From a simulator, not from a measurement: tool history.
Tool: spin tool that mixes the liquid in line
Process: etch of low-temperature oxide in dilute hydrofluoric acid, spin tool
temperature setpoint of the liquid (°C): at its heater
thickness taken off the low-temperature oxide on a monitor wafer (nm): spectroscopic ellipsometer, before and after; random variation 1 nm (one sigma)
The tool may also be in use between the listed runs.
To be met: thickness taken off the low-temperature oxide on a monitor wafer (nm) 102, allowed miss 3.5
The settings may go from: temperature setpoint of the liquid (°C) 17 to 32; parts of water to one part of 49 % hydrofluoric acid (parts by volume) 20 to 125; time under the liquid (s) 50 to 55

run,hour,temperature setpoint of the liquid (°C),parts of water to one part of 49 % hydrofluoric acid (parts by volume),time under the liquid (s),thickness taken off the low-temperature oxide on a monitor wafer (nm)
1,0,24,70,50,26.3
2,4.5,24,85,50,21.491
3,8.6,24,100,50,17.282
4,15.8,26,80,50,24.498
5,17.5,22.5,80,50,20.925
6,20.5,19.5,80,50,18.627
7,27.9,19.5,80,50,18.877
8,32.3,19.5,80,50,18.986
9,34.8,22.5,65,50,26.52
10,43.3,24.5,55,50,34.446
11,49.1,26,45,50,44.954
12,52.4,27,40,50,53.309
13,57.3,31,20,50,130.31
14,59.1,30.5,20,50,127.36
15,63.5,30.5,20,50,127.78

5 next moves are on the table. One of them brings every result within its allowed miss. Which?
A,67.9,28.5,25,50,?
B,67.9,31,30,55,?
C,67.9,29.5,20,50,?
D,67.9,28.5,25,55,?
E,67.9,31.5,30,55,?

move,thickness taken off the low-temperature oxide on a monitor wafer (nm)
A,93.628
B,94.155
C,122.85
D,102.99
E,96.04
A: takes the result that was furthest off past its target
B: takes the result that was furthest off past its target
C: nearer than the last run, and not there yet
D: meets every target
E: takes the result that was furthest off past its target
Move D is the one to make.
